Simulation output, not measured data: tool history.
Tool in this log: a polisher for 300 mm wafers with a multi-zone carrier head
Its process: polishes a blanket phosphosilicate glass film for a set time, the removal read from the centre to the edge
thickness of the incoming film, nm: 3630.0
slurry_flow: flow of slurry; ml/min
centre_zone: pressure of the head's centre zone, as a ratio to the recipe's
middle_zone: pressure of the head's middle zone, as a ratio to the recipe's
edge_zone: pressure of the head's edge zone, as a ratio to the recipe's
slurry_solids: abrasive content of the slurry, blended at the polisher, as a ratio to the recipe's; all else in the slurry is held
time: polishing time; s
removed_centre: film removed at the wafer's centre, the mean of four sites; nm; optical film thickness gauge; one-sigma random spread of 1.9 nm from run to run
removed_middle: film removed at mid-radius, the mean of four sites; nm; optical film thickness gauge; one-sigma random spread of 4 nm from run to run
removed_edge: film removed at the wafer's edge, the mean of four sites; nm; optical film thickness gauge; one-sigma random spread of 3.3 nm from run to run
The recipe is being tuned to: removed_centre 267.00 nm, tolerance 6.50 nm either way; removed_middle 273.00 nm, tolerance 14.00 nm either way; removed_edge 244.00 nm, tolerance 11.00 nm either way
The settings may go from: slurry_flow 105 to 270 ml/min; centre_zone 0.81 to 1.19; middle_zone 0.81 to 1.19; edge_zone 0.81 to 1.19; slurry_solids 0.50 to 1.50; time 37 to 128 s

| run | day | slurry_flow | centre_zone | middle_zone | edge_zone | slurry_solids | time | removed_centre | removed_middle | removed_edge |
|---|---|---|---|---|---|---|---|---|---|---|
| 1 | 0.000 | 175 | 1.00 | 1.00 | 1.00 | 1.00 | 82 | 307.49 | 337.26 | 328.86 |
| 2 | 0.262 | 175 | 1.01 | 1.00 | 0.98 | 0.95 | 82 | 305.72 | 326.52 | 319.47 |
| 3 | 0.596 | 175 | 0.95 | 1.00 | 0.98 | 0.95 | 82 | 287.69 | 326.58 | 317.89 |
| 4 | 0.896 | 175 | 0.95 | 1.00 | 0.98 | 0.95 | 66 | 230.81 | 261.86 | 248.34 |
| 5 | 1.204 | 185 | 0.96 | 1.00 | 0.97 | 0.95 | 66 | 236.76 | 264.81 | 253.02 |
| 6 | 1.533 | 195 | 0.97 | 1.01 | 0.95 | 0.95 | 66 | 241.91 | 266.40 | 253.14 |
| 7 | 1.883 | 200 | 0.98 | 1.02 | 0.94 | 0.95 | 66 | 249.51 | 272.75 | 256.98 |
| 8 | 2.162 | 205 | 0.99 | 1.03 | 0.93 | 0.95 | 66 | 247.08 | 274.93 | 252.52 |
| 9 | 2.408 | 210 | 1.00 | 1.03 | 0.92 | 0.95 | 66 | 252.72 | 270.42 | 251.47 |
| 10 | 2.733 | 240 | 1.03 | 1.06 | 0.85 | 0.90 | 66 | 259.20 | 271.12 | 238.03 |

Which of these 5 next moves meets every target?
| A | 3.058 | 240 | 1.01 | 1.05 | 0.88 | 1.00 | 61 | ? | ? | ? |
| B | 3.058 | 230 | 1.06 | 1.03 | 0.88 | 0.95 | 65 | ? | ? | ? |
| C | 3.058 | 250 | 1.17 | 1.12 | 0.81 | 0.85 | 64 | ? | ? | ? |
| D | 3.058 | 250 | 1.11 | 0.99 | 0.82 | 0.75 | 72 | ? | ? | ? |
| E | 3.058 | 270 | 1.03 | 1.01 | 0.87 | 0.80 | 68 | ? | ? | ? |

| move | removed_centre | removed_middle | removed_edge |
|---|---|---|---|
| A | 246.95 | 263.91 | 242.01 |
| B | 268.08 | 268.51 | 250.76 |
| C | 279.54 | 271.51 | 226.75 |
| D | 278.89 | 257.55 | 240.53 |
| E | 255.27 | 258.43 | 242.98 |
A: the biggest miss grows against the last run
B: all results land within tolerance of their targets
C: takes the result that was furthest off past its target
D: takes the result that was furthest off past its target
E: the biggest miss grows against the last run
So the answer is move B, the one that meets all the targets.

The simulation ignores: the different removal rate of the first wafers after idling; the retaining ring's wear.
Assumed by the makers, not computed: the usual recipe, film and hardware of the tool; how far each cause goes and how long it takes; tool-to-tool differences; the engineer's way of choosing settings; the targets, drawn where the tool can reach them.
